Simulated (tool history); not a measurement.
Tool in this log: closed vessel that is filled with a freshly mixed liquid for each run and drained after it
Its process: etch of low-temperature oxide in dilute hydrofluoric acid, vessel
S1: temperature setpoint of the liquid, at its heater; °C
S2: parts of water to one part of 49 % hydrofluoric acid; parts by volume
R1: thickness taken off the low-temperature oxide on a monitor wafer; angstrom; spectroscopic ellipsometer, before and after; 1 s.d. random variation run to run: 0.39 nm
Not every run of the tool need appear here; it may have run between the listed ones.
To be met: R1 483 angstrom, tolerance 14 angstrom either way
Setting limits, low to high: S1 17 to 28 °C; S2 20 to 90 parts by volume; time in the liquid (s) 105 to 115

Run 1, hour 0: S1 20 °C, S2 50 parts by volume, time in the liquid (s) 105. Result: R1 598.56 angstrom.
Run 2, hour 4.6: S1 22.5 °C, S2 50 parts by volume, time in the liquid (s) 105. Result: R1 661.48 angstrom.
Run 3, hour 7.3: S1 22.5 °C, S2 50 parts by volume, time in the liquid (s) 115. Result: R1 720.13 angstrom.
Run 4, hour 9.4: S1 22.5 °C, S2 65 parts by volume, time in the liquid (s) 115. Result: R1 541.06 angstrom.
Run 5, hour 16.6: S1 24.5 °C, S2 65 parts by volume, time in the liquid (s) 115. Result: R1 588.05 angstrom.
Run 6, hour 25.8: S1 24.5 °C, S2 65 parts by volume, time in the liquid (s) 105. Result: R1 540.21 angstrom.
Run 7, hour 34.4: S1 24 °C, S2 65 parts by volume, time in the liquid (s) 105. Result: R1 529.66 angstrom.
Run 8, hour 37.1: S1 23.5 °C, S2 65 parts by volume, time in the liquid (s) 105. Result: R1 521.36 angstrom.
Run 9, hour 43.2: S1 23 °C, S2 65 parts by volume, time in the liquid (s) 105. Result: R1 513.86 angstrom.
Run 10, hour 50.7: S1 22.5 °C, S2 65 parts by volume, time in the liquid (s) 105. Result: R1 509.71 angstrom.
Run 11, hour 59.9: S1 22.5 °C, S2 65 parts by volume, time in the liquid (s) 105. Result: R1 498.58 angstrom.

Which one of the following 5 next-run settings gets every result inside its allowed miss? There is exactly one.
Run A, hour 69.1: S1 22.5 °C, S2 70 parts by volume, time in the liquid (s) 105. Result: R1 ?.
Run B, hour 69.1: S1 21.5 °C, S2 60 parts by volume, time in the liquid (s) 105. Result: R1 ?.
Run C, hour 69.1: S1 20.5 °C, S2 65 parts by volume, time in the liquid (s) 105. Result: R1 ?.
Run D, hour 69.1: S1 19.5 °C, S2 60 parts by volume, time in the liquid (s) 105. Result: R1 ?.
Run E, hour 69.1: S1 24.5 °C, S2 70 parts by volume, time in the liquid (s) 110. Result: R1 ?.

move      R1
   A     456
   B  516.81
   C  454.77
   D  475.16
   E  518.22
A: takes the biggest miss from the last run beyond its target
B: further off than the last run
C: takes the biggest miss from the last run beyond its target
D: each result inside its tolerance
E: further off than the last run
Correct choice: D, which meets every target
